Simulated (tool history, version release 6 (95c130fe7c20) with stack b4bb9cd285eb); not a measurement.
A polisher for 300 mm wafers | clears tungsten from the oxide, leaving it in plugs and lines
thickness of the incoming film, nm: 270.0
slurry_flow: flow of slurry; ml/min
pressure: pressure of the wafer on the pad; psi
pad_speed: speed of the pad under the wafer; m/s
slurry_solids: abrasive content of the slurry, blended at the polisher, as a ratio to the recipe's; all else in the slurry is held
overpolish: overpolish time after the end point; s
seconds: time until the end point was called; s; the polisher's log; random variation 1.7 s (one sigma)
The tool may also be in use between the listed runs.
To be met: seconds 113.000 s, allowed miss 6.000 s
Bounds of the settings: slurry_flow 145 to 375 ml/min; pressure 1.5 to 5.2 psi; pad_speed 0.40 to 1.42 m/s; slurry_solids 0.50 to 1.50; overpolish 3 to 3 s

run 1 day=0.000 | slurry_flow=240 pressure=3.3 pad_speed=0.90 slurry_solids=1.00 overpolish=3 | seconds=87.031
run 2 day=0.358 | slurry_flow=240 pressure=3.2 pad_speed=0.90 slurry_solids=1.00 overpolish=3 | seconds=89.564
run 3 day=0.546 | slurry_flow=240 pressure=3.1 pad_speed=0.90 slurry_solids=1.00 overpolish=3 | seconds=89.412
run 4 day=0.688 | slurry_flow=240 pressure=3.4 pad_speed=0.90 slurry_solids=1.00 overpolish=3 | seconds=85.907
run 5 day=0.954 | slurry_flow=240 pressure=3.3 pad_speed=0.90 slurry_solids=1.00 overpolish=3 | seconds=87.297
run 6 day=1.171 | slurry_flow=240 pressure=2.8 pad_speed=0.90 slurry_solids=1.00 overpolish=3 | seconds=94.058
run 7 day=1.308 | slurry_flow=240 pressure=2.7 pad_speed=0.90 slurry_solids=1.00 overpolish=3 | seconds=96.911
run 8 day=1.575 | slurry_flow=240 pressure=2.6 pad_speed=0.90 slurry_solids=1.00 overpolish=3 | seconds=97.255
run 9 day=1.762 | slurry_flow=240 pressure=2.5 pad_speed=0.90 slurry_solids=1.00 overpolish=3 | seconds=101.060
run 10 day=1.858 | slurry_flow=240 pressure=2.4 pad_speed=0.90 slurry_solids=1.00 overpolish=3 | seconds=105.850
run 11 day=2.188 | slurry_flow=240 pressure=2.3 pad_speed=0.90 slurry_solids=1.00 overpolish=3 | seconds=104.790

Which of these 4 next moves meets every target?
run A day=2.517 | slurry_flow=225 pressure=2.5 pad_speed=0.78 slurry_solids=1.00 overpolish=3 | seconds=?
run B day=2.517 | slurry_flow=220 pressure=2.1 pad_speed=0.68 slurry_solids=0.95 overpolish=3 | seconds=?
run C day=2.517 | slurry_flow=240 pressure=2.1 pad_speed=0.68 slurry_solids=1.15 overpolish=3 | seconds=?
run D day=2.517 | slurry_flow=210 pressure=2.2 pad_speed=0.70 slurry_solids=0.90 overpolish=3 | seconds=?

move=A seconds=112.610
move=B seconds=134.510
move=C seconds=127.800
move=D seconds=131.690
A: meets every target
B: takes the result that was furthest off past its target
C: takes the result that was furthest off past its target
D: takes the result that was furthest off past its target
Answer: A
